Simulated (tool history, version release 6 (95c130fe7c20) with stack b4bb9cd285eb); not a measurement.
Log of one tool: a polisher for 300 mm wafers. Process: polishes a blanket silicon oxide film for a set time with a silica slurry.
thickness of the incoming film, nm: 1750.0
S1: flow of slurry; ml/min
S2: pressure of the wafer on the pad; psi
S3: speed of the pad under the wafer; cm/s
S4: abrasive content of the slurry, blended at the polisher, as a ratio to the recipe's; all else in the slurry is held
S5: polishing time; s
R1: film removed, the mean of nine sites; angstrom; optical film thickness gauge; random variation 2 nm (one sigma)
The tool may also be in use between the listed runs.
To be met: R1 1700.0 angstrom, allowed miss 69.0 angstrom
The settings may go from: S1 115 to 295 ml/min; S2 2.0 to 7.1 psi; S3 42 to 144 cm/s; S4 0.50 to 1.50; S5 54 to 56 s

| run | hour | S1 | S2 | S3 | S4 | S5 | R1 |
|---|---|---|---|---|---|---|---|
| 1 | 0.0 | 190 | 4.5 | 92 | 1.00 | 54 | 1314.4 |
| 2 | 9.0 | 190 | 4.7 | 92 | 1.00 | 54 | 1347.5 |
| 3 | 16.9 | 170 | 4.7 | 92 | 1.00 | 54 | 1337.2 |
| 4 | 21.0 | 170 | 4.2 | 92 | 1.00 | 54 | 1222.7 |
| 5 | 22.8 | 170 | 4.2 | 92 | 1.00 | 56 | 1237.3 |
| 6 | 26.2 | 170 | 4.2 | 74 | 1.00 | 56 | 1029.1 |
| 7 | 32.7 | 170 | 4.6 | 74 | 1.00 | 56 | 1132.9 |
| 8 | 38.6 | 170 | 4.9 | 74 | 1.00 | 56 | 1190.1 |
| 9 | 45.5 | 175 | 5.2 | 74 | 1.00 | 56 | 1273.7 |
| 10 | 48.2 | 180 | 6.5 | 76 | 1.00 | 56 | 1606.3 |
| 11 | 52.4 | 180 | 6.6 | 76 | 1.00 | 56 | 1624.9 |

Which of these 5 next moves meets every target?
| A | 56.6 | 200 | 6.0 | 78 | 1.05 | 55 | ? |
| B | 56.6 | 180 | 6.3 | 84 | 1.00 | 56 | ? |
| C | 56.6 | 165 | 6.5 | 68 | 1.00 | 54 | ? |
| D | 56.6 | 140 | 6.5 | 94 | 1.05 | 56 | ? |
| E | 56.6 | 180 | 6.3 | 78 | 0.95 | 56 | ? |

| move | R1 |
|---|---|
| A | 1549.3 |
| B | 1679.0 |
| C | 1385.9 |
| D | 1847.9 |
| E | 1539.6 |
A: further off than the last run
B: meets every target
C: further off than the last run
D: takes the result that was furthest off past its target
E: further off than the last run
Move B is the one to make.

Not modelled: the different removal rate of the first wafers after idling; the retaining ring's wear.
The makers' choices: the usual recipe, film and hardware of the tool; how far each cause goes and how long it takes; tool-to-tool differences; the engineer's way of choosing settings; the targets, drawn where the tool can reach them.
